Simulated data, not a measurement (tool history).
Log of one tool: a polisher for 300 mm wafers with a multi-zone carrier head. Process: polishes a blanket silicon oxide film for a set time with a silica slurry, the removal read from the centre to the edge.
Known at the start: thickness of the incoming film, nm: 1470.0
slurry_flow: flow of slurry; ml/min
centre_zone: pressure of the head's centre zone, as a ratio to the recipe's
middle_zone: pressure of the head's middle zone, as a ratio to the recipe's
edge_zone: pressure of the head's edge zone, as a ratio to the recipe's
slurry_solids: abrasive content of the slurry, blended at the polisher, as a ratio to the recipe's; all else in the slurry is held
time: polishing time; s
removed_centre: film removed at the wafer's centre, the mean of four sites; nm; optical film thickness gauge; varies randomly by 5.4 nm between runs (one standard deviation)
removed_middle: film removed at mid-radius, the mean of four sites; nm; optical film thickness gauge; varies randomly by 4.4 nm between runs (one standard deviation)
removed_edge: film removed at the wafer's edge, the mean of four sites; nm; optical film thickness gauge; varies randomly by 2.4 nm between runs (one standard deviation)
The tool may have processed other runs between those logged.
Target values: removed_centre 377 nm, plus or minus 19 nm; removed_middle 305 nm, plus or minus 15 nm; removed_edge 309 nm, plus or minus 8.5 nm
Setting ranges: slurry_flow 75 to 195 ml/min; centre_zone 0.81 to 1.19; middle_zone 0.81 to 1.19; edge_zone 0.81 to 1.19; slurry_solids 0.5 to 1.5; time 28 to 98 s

| run | hour | slurry_flow | centre_zone | middle_zone | edge_zone | slurry_solids | time | removed_centre | removed_middle | removed_edge |
|---|---|---|---|---|---|---|---|---|---|---|
| 1 | 0 | 125 | 1 | 1 | 1 | 1 | 63 | 268.21 | 267.59 | 264.06 |
| 2 | 0.7 | 135 | 1.04 | 1 | 1.02 | 1 | 63 | 280.86 | 267.97 | 271.92 |
| 3 | 9.6 | 150 | 1.04 | 1 | 1.02 | 1 | 63 | 292.14 | 271.17 | 273.85 |
| 4 | 17.9 | 150 | 1.04 | 1 | 1.02 | 1 | 49 | 224.38 | 213.75 | 214.9 |
| 5 | 22.8 | 135 | 1.04 | 1 | 1.02 | 1 | 49 | 219.72 | 208.29 | 210.43 |
| 6 | 24.1 | 145 | 1.07 | 1.01 | 1.03 | 1.1 | 50 | 246.6 | 224.48 | 226.88 |
| 7 | 25.1 | 150 | 1.09 | 1.02 | 1.05 | 1.2 | 51 | 265.62 | 242.7 | 239.52 |
| 8 | 26.3 | 155 | 1.11 | 1.01 | 1.06 | 1.25 | 52 | 276.94 | 252.77 | 247.93 |
| 9 | 30.1 | 160 | 1.13 | 0.99 | 1.06 | 1.3 | 54 | 302.43 | 252.03 | 261.71 |
| 10 | 33.2 | 165 | 1.14 | 1 | 1.07 | 1.35 | 55 | 321.3 | 268.1 | 272.03 |
| 11 | 41.8 | 170 | 1.15 | 1 | 1.08 | 1.4 | 56 | 316.44 | 280.28 | 282.97 |
| 12 | 43.6 | 170 | 1.16 | 1 | 1.07 | 1.4 | 57 | 342.08 | 286.14 | 288.76 |
| 13 | 46.4 | 170 | 1.17 | 1 | 1.07 | 1.4 | 57 | 337.51 | 282.57 | 283.66 |
| 14 | 49 | 175 | 1.17 | 1 | 1.07 | 1.4 | 58 | 334.15 | 290.9 | 291.73 |
| 15 | 53.6 | 170 | 1.17 | 1 | 1.07 | 1.4 | 59 | 344.99 | 302.03 | 297.65 |
| 16 | 61.3 | 170 | 1.17 | 0.99 | 1.06 | 1.4 | 59 | 352.95 | 290.76 | 291.49 |

4 next moves are on the table. One of them brings every result within its allowed miss. Which?
| A | 69 | 180 | 1.03 | 1.06 | 1.19 | 1.5 | 59 | ? | ? | ? |
| B | 69 | 195 | 1.18 | 1.03 | 1.06 | 1.35 | 55 | ? | ? | ? |
| C | 69 | 175 | 1.15 | 0.97 | 1.02 | 1.5 | 62 | ? | ? | ? |
| D | 69 | 145 | 1.19 | 0.84 | 0.94 | 1.15 | 71 | ? | ? | ? |

| move | removed_centre | removed_middle | removed_edge |
|---|---|---|---|
| A | 314.28 | 309.35 | 323.22 |
| B | 328.86 | 275.01 | 277.03 |
| C | 367.22 | 300.32 | 313.68 |
| D | 387.71 | 273.05 | 311.96 |
A: takes the result that was furthest off past its target
B: the biggest miss grows against the last run
C: all results in spec
D: puts the biggest miss on target and leaves a different result outside tolerance
The right move is C.

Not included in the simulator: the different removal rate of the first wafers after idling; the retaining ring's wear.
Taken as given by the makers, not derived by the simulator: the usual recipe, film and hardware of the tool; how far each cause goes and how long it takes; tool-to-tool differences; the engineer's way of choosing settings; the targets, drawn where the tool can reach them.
